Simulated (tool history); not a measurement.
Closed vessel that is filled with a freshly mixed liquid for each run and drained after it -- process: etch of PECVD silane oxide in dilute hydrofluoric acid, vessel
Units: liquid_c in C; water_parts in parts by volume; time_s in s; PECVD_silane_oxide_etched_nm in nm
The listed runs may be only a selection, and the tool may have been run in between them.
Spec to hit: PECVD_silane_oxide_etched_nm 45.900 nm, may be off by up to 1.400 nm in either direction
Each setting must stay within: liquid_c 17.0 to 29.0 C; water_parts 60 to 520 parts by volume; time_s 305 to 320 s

Run 1, hour 0.0: liquid_c 21.0 C, water_parts 290 parts by volume, time_s 305 s. Result: PECVD_silane_oxide_etched_nm 29.260 nm.
Run 2, hour 2.7: liquid_c 24.5 C, water_parts 290 parts by volume, time_s 305 s. Result: PECVD_silane_oxide_etched_nm 32.630 nm.
Run 3, hour 10.2: liquid_c 24.5 C, water_parts 290 parts by volume, time_s 305 s. Result: PECVD_silane_oxide_etched_nm 32.552 nm.
Run 4, hour 11.6: liquid_c 25.0 C, water_parts 280 parts by volume, time_s 305 s. Result: PECVD_silane_oxide_etched_nm 35.270 nm.
Run 5, hour 14.5: liquid_c 25.5 C, water_parts 275 parts by volume, time_s 305 s. Result: PECVD_silane_oxide_etched_nm 36.756 nm.
Run 6, hour 17.2: liquid_c 26.0 C, water_parts 270 parts by volume, time_s 305 s. Result: PECVD_silane_oxide_etched_nm 38.238 nm.
Run 7, hour 19.2: liquid_c 26.5 C, water_parts 265 parts by volume, time_s 305 s. Result: PECVD_silane_oxide_etched_nm 39.568 nm.
Run 8, hour 27.2: liquid_c 27.0 C, water_parts 260 parts by volume, time_s 305 s. Result: PECVD_silane_oxide_etched_nm 40.605 nm.
Run 9, hour 30.4: liquid_c 27.5 C, water_parts 255 parts by volume, time_s 305 s. Result: PECVD_silane_oxide_etched_nm 42.479 nm.

Exactly one of the 4 candidate moves below puts every result within its allowed miss. Which one?
Run A, hour 33.6: liquid_c 26.5 C, water_parts 250 parts by volume, time_s 305 s. Result: PECVD_silane_oxide_etched_nm ?.
Run B, hour 33.6: liquid_c 29.0 C, water_parts 250 parts by volume, time_s 305 s. Result: PECVD_silane_oxide_etched_nm ?.
Run C, hour 33.6: liquid_c 27.0 C, water_parts 265 parts by volume, time_s 320 s. Result: PECVD_silane_oxide_etched_nm ?.
Run D, hour 33.6: liquid_c 26.5 C, water_parts 260 parts by volume, time_s 320 s. Result: PECVD_silane_oxide_etched_nm ?.

move  PECVD_silane_oxide_etched_nm
   A                        42.553
   B                        46.355
   C                        42.166
   D                        42.471
A: no better and no worse than the last run
B: all results land within tolerance of their targets
C: further off than the last run
D: no better and no worse than the last run
Move B is the one to make.
